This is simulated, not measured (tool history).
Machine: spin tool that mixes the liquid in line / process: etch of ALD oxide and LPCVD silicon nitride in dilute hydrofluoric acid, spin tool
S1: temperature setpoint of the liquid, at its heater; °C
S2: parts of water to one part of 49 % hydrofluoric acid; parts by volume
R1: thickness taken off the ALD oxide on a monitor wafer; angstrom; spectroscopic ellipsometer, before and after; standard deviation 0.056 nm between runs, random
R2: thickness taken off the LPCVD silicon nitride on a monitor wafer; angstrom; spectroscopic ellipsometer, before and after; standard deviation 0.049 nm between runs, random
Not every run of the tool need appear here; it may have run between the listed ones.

run 1 hour=0 | S1=21 S2=85 time_under_the_liquid_(s)=55 | R1=101.01 R2=2.1315
run 2 hour=4.8 | S1=21 S2=85 time_under_the_liquid_(s)=75 | R1=138.96 R2=2.9907
run 3 hour=12.2 | S1=21 S2=85 time_under_the_liquid_(s)=55 | R1=100.77 R2=1.953
run 4 hour=14.1 | S1=22.5 S2=80 time_under_the_liquid_(s)=55 | R1=115.7 R2=2.8434
run 5 hour=22.7 | S1=22.5 S2=80 time_under_the_liquid_(s)=35 | R1=73.747 R2=1.8692
run 6 hour=31.6 | S1=23 S2=65 time_under_the_liquid_(s)=35 | R1=94.018 R2=1.798
run 7 hour=38.4 | S1=24.5 S2=60 time_under_the_liquid_(s)=35 | R1=109.17 R2=2.8775
run 8 hour=39.9 | S1=25 S2=50 time_under_the_liquid_(s)=35 | R1=135.23 R2=3.1176
run 9 hour=48.5 | S1=25.5 S2=45 time_under_the_liquid_(s)=35 | R1=153.85 R2=3.3355

Estimate the outcome of run 10 from the log above:
run 10 hour=50 | S1=26 S2=45 time_under_the_liquid_(s)=35 | R1=? R2=?

Run 10 gave R1 157.74 angstrom, R2 3.8577 angstrom.

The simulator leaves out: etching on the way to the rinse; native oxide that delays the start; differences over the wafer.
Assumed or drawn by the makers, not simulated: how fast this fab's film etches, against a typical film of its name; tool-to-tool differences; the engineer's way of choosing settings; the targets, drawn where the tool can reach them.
